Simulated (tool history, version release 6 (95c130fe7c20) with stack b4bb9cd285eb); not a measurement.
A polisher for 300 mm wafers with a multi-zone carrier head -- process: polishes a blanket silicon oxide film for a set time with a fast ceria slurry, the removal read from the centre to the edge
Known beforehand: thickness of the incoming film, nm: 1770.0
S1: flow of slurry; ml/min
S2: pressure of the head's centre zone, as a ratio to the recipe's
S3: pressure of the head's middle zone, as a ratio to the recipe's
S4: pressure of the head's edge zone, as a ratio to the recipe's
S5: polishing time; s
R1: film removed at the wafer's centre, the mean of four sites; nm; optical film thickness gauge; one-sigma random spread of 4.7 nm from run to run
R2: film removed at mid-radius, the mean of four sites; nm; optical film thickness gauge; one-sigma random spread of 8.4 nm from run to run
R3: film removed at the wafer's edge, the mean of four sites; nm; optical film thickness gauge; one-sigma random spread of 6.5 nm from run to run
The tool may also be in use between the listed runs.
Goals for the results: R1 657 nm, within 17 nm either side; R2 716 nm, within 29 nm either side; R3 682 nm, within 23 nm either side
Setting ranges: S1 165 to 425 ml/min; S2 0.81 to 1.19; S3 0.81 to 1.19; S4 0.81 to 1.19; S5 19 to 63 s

run  hour   S1    S2    S3    S4  S5      R1      R2      R3
  1     0  275     1     1     1  41  526.29  528.75  546.41
  2   8.8  275     1     1     1  49  639.67  627.62   649.4
  3  11.8  275     1     1     1  58  754.59  739.05  754.21
  4  15.9  265  0.97     1  0.96  57  718.85  731.56  735.55
  5  21.1  290  0.97     1  0.96  57   719.1  762.11  735.17
  6  25.6  290  0.97     1  1.03  57  724.63  754.15  756.25
  7  29.2  280  0.96     1  0.98  56     706  736.24  730.71
       30  -- slurry nozzle cleaned
  8    30  275  0.95     1  0.95  55  712.27  748.14  717.75
  9  33.8  280  0.94     1  0.96  54  688.16  721.67  729.07
 10    41  285  0.95  1.02  0.96  53  683.44   727.1  699.06

Which one of the following 5 next-run settings gets every result inside its allowed miss? There is exactly one.
  A  48.2  235  0.92  0.96  1.03  50   ?   ?   ?
  B  48.2  290  0.91  1.01  0.85  52   ?   ?   ?
  C  48.2  350  0.89  1.03     1  54   ?   ?   ?
  D  48.2  230  0.99  1.02  0.92  55   ?   ?   ?
  E  48.2  310  0.99  1.03  0.92  51   ?   ?   ?

move      R1      R2      R3
   A  621.57  637.59  666.73
   B  653.41  704.77  669.46
   C  676.12  754.87  731.52
   D  728.53  736.49  710.76
   E  694.86  706.21  671.68
A: carries the result that was furthest off beyond its target, to the other side
B: hits every target within its allowed miss
C: moves away from the targets compared with the last run
D: moves away from the targets compared with the last run
E: moves away from the targets compared with the last run
Answer: B
